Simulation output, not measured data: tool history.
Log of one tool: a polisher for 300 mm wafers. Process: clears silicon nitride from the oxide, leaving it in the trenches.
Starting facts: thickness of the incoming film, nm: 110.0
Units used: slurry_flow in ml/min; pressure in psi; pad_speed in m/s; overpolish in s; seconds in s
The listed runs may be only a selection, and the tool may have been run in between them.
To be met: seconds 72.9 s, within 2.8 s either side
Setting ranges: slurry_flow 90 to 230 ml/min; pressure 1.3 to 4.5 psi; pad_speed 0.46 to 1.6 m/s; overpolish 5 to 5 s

run 1 hour=0 | slurry_flow=150 pressure=2.9 pad_speed=1.02 overpolish=5 | seconds=128.27
run 2 hour=2.1 | slurry_flow=180 pressure=2.9 pad_speed=1.02 overpolish=5 | seconds=126.69
run 3 hour=6.6 | slurry_flow=180 pressure=3.2 pad_speed=1.02 overpolish=5 | seconds=117.29
run 4 hour=8 | slurry_flow=180 pressure=3.2 pad_speed=1.02 overpolish=5 | seconds=115.78
run 5 hour=12 | slurry_flow=180 pressure=3.5 pad_speed=1.04 overpolish=5 | seconds=103.24
run 6 hour=14.4 | slurry_flow=180 pressure=3.7 pad_speed=1.04 overpolish=5 | seconds=97.425
run 7 hour=20.3 | slurry_flow=190 pressure=4.5 pad_speed=1.06 overpolish=5 | seconds=81.073
run 8 hour=22.9 | slurry_flow=190 pressure=4.5 pad_speed=1.08 overpolish=5 | seconds=78.637

Next run, 4 choices. One meets every target within its allowed miss, the rest don't. Which?
run A hour=25.5 | slurry_flow=180 pressure=4.5 pad_speed=1.32 overpolish=5 | seconds=?
run B hour=25.5 | slurry_flow=160 pressure=4.5 pad_speed=1.2 overpolish=5 | seconds=?
run C hour=25.5 | slurry_flow=185 pressure=4.2 pad_speed=1.12 overpolish=5 | seconds=?
run D hour=25.5 | slurry_flow=185 pressure=4.5 pad_speed=1.3 overpolish=5 | seconds=?

move=A seconds=65.585
move=B seconds=73.354
move=C seconds=81.709
move=D seconds=66.298
A: takes the result that was furthest off past its target
B: meets every target
C: moves away from the targets compared with the last run
D: takes the result that was furthest off past its target
The move that meets every target is B.
